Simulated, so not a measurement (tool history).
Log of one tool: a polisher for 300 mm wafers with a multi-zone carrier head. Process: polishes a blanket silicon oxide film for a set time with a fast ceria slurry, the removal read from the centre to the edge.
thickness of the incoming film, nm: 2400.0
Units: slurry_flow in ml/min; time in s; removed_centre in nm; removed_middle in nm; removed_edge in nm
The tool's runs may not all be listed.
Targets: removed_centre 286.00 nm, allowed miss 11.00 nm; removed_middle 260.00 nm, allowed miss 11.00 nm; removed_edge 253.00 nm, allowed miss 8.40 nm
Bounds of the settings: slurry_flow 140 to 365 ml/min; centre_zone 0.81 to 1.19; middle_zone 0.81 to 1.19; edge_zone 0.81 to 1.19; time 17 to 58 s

| run | day | slurry_flow | centre_zone | middle_zone | edge_zone | time | removed_centre | removed_middle | removed_edge |
|---|---|---|---|---|---|---|---|---|---|
| 1 | 0.000 | 235 | 1.00 | 1.00 | 1.00 | 37 | 402.50 | 399.89 | 386.87 |
| 2 | 0.362 | 235 | 1.00 | 0.99 | 0.98 | 35 | 379.08 | 358.79 | 365.85 |
| 3 | 0.708 | 210 | 1.00 | 0.99 | 0.98 | 35 | 378.04 | 363.35 | 356.74 |
| 4 | 1.004 | 200 | 1.00 | 0.99 | 0.96 | 34 | 354.74 | 352.07 | 349.06 |
|  | 1.242 | worn pad replaced by a new one |
| 5 | 1.242 | 205 | 1.02 | 1.00 | 0.96 | 32 | 389.53 | 373.49 | 368.30 |
| 6 | 1.433 | 195 | 1.02 | 0.99 | 0.94 | 30 | 359.82 | 343.84 | 339.14 |
| 7 | 1.488 | 195 | 1.02 | 0.99 | 0.94 | 30 | 361.99 | 341.70 | 336.38 |
| 8 | 1.862 | 200 | 1.02 | 0.99 | 0.92 | 28 | 338.88 | 323.78 | 314.07 |

Which of these 4 next moves meets every target?
| A | 2.238 | 200 | 0.99 | 0.94 | 0.98 | 33 | ? | ? | ? |
| B | 2.238 | 210 | 0.93 | 1.15 | 0.90 | 36 | ? | ? | ? |
| C | 2.238 | 180 | 1.04 | 1.10 | 0.81 | 23 | ? | ? | ? |
| D | 2.238 | 195 | 1.05 | 0.97 | 0.90 | 23 | ? | ? | ? |

| move | removed_centre | removed_middle | removed_edge |
|---|---|---|---|
| A | 385.44 | 365.92 | 376.14 |
| B | 397.79 | 476.52 | 394.94 |
| C | 278.78 | 287.77 | 237.83 |
| D | 284.19 | 261.03 | 251.37 |
A: further off than the last run
B: further off than the last run
C: takes the result that was furthest off past its target
D: meets every target
Move D is the one to make.
